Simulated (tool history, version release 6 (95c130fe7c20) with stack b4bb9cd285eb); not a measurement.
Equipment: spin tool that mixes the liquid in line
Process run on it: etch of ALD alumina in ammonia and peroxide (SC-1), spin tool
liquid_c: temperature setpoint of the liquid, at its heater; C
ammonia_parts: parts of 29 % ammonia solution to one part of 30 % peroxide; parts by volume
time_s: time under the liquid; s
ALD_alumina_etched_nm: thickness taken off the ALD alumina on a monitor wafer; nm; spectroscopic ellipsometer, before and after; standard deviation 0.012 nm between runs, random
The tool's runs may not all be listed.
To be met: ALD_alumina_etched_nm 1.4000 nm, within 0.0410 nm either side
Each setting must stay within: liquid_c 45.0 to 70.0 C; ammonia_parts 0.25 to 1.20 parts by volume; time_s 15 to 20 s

Run 1, hour 0.0: liquid_c 61.0 C, ammonia_parts 0.95 parts by volume, time_s 20 s. Result: ALD_alumina_etched_nm 2.0674 nm.
Run 2, hour 2.4: liquid_c 61.0 C, ammonia_parts 0.70 parts by volume, time_s 20 s. Result: ALD_alumina_etched_nm 2.0061 nm.
Run 3, hour 9.8: liquid_c 59.0 C, ammonia_parts 0.70 parts by volume, time_s 20 s. Result: ALD_alumina_etched_nm 1.8040 nm.
Run 4, hour 13.9: liquid_c 57.5 C, ammonia_parts 0.70 parts by volume, time_s 20 s. Result: ALD_alumina_etched_nm 1.6824 nm.
Run 5, hour 21.3: liquid_c 57.5 C, ammonia_parts 0.70 parts by volume, time_s 20 s. Result: ALD_alumina_etched_nm 1.6905 nm.
Run 6, hour 28.4: liquid_c 57.5 C, ammonia_parts 0.55 parts by volume, time_s 20 s. Result: ALD_alumina_etched_nm 1.6490 nm.
At hour 30.4: ammonia flow meter replaced.
Run 7, hour 30.4: liquid_c 56.5 C, ammonia_parts 0.55 parts by volume, time_s 20 s. Result: ALD_alumina_etched_nm 1.5772 nm.
Run 8, hour 38.3: liquid_c 56.0 C, ammonia_parts 0.55 parts by volume, time_s 20 s. Result: ALD_alumina_etched_nm 1.5441 nm.
Run 9, hour 46.1: liquid_c 55.5 C, ammonia_parts 0.55 parts by volume, time_s 20 s. Result: ALD_alumina_etched_nm 1.4783 nm.
Run 10, hour 53.2: liquid_c 55.0 C, ammonia_parts 0.55 parts by volume, time_s 20 s. Result: ALD_alumina_etched_nm 1.4551 nm.

Next run, 5 choices. One meets every target within its allowed miss, the rest don't. Which?
Run A, hour 60.3: liquid_c 55.0 C, ammonia_parts 0.80 parts by volume, time_s 20 s. Result: ALD_alumina_etched_nm ?.
Run B, hour 60.3: liquid_c 55.0 C, ammonia_parts 0.70 parts by volume, time_s 20 s. Result: ALD_alumina_etched_nm ?.
Run C, hour 60.3: liquid_c 54.0 C, ammonia_parts 0.60 parts by volume, time_s 20 s. Result: ALD_alumina_etched_nm ?.
Run D, hour 60.3: liquid_c 55.5 C, ammonia_parts 0.55 parts by volume, time_s 20 s. Result: ALD_alumina_etched_nm ?.
Run E, hour 60.3: liquid_c 56.0 C, ammonia_parts 0.45 parts by volume, time_s 20 s. Result: ALD_alumina_etched_nm ?.

move  ALD_alumina_etched_nm
   A                 1.4809
   B                 1.4623
   C                 1.3663
   D                 1.4677
   E                 1.4786
A: misses by more than the last run did
B: misses by more than the last run did
C: each result inside its tolerance
D: misses by more than the last run did
E: misses by more than the last run did
C meets every target.
